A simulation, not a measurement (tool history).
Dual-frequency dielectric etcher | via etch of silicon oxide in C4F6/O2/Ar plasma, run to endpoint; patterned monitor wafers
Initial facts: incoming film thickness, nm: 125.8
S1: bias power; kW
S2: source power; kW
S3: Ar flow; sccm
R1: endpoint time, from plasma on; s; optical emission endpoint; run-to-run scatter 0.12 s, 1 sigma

run  hour     S1     S2   S3      R1
  1   0.0  0.344  0.450  359  28.853
  2   6.5  0.371  0.450  359  28.053
  3   9.5  0.336  0.450  359  29.129
  4  11.5  0.279  0.450  359  31.218
  5  15.0  0.270  0.450  359  31.334
  6  21.7  0.261  0.450  359  31.948
  7  30.4  0.261  0.450  359  32.006
  8  32.8  0.261  0.450  359  32.114
  9  38.9  0.257  0.450  359  31.974

Run 10 comes next. What will it give?
 10  43.5  0.252  0.450  359   ?

R1: 32.245 s

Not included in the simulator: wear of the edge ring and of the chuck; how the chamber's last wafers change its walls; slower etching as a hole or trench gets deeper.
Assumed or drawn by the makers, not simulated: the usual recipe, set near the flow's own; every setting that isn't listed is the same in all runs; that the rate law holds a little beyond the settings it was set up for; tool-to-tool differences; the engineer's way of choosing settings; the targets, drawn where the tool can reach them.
